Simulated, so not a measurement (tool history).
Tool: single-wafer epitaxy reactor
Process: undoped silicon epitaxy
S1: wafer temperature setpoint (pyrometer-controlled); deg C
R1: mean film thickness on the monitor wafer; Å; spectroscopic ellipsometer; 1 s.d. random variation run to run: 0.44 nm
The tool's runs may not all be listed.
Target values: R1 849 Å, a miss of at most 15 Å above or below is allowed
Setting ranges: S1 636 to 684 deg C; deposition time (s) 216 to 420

run 1 day=0 | S1=660 deposition_time_(s)=318 | R1=674.26
run 2 day=0.075 | S1=653 deposition_time_(s)=318 | R1=573.89
run 3 day=0.45 | S1=653 deposition_time_(s)=288 | R1=517.52
run 4 day=0.771 | S1=660 deposition_time_(s)=288 | R1=609.16
run 5 day=0.942 | S1=662 deposition_time_(s)=288 | R1=632.88
run 6 day=1.246 | S1=664 deposition_time_(s)=288 | R1=674.63
run 7 day=1.492 | S1=666 deposition_time_(s)=288 | R1=706.17
run 8 day=1.8 | S1=667 deposition_time_(s)=288 | R1=727.2
run 9 day=2.096 | S1=668 deposition_time_(s)=288 | R1=738.83
run 10 day=2.438 | S1=669 deposition_time_(s)=288 | R1=750.73
run 11 day=2.471 | S1=670 deposition_time_(s)=288 | R1=764.25
run 12 day=2.683 | S1=671 deposition_time_(s)=288 | R1=782.2
run 13 day=2.808 | S1=672 deposition_time_(s)=288 | R1=811.04
run 14 day=2.892 | S1=673 deposition_time_(s)=288 | R1=826.69

Pick the move, out of 5, that brings all results within their allowed miss; only one does.
run A day=2.975 | S1=672 deposition_time_(s)=294 | R1=?
run B day=2.975 | S1=674 deposition_time_(s)=289 | R1=?
run C day=2.975 | S1=676 deposition_time_(s)=290 | R1=?
run D day=2.975 | S1=665 deposition_time_(s)=338 | R1=?
run E day=2.975 | S1=673 deposition_time_(s)=310 | R1=?

move=A R1=825.5
move=B R1=849.41
move=C R1=892.02
move=D R1=807.37
move=E R1=890.57
A: moves away from the targets compared with the last run
B: all results in spec
C: carries the result that was furthest off beyond its target, to the other side
D: moves away from the targets compared with the last run
E: carries the result that was furthest off beyond its target, to the other side
B meets every target.
